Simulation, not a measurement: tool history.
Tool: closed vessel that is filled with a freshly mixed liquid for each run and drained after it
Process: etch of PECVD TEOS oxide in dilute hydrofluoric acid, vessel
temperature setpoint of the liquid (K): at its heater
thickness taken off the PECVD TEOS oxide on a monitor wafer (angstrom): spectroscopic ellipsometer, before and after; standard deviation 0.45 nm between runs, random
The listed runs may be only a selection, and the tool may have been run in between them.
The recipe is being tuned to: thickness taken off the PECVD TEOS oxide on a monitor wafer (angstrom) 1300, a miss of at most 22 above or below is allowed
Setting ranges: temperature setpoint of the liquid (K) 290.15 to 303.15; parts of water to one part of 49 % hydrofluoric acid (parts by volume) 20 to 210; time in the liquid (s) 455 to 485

run,hour,temperature setpoint of the liquid (K),parts of water to one part of 49 % hydrofluoric acid (parts by volume),time in the liquid (s),thickness taken off the PECVD TEOS oxide on a monitor wafer (angstrom)
1,0,295.15,115,455,1010.7
2,4.9,296.15,115,455,1046.5
3,13.3,297.15,115,455,1083.3
4,17.5,298.15,115,455,1130.7
5,19.7,298.15,90,455,1494.6
6,28.8,298.15,90,485,1588.1
7,35.7,297.15,90,485,1534.7
8,41.3,296.65,90,485,1496.7
9,46.5,296.15,90,485,1463.8

Below are 5 possible settings for the next run. Only one of them brings all results inside the allowed miss of their targets. Which is it?
A,51.7,298.15,105,455,?
B,51.7,296.15,100,470,?
C,51.7,296.15,95,455,?
D,51.7,297.15,80,485,?
E,51.7,294.15,95,475,?

move,thickness taken off the PECVD TEOS oxide on a monitor wafer (angstrom)
A,1255.4
B,1265.8
C,1297.7
D,1742
E,1249.4
A: takes the biggest miss from the last run beyond its target
B: takes the biggest miss from the last run beyond its target
C: all results in spec
D: further off than the last run
E: takes the biggest miss from the last run beyond its target
Answer: C
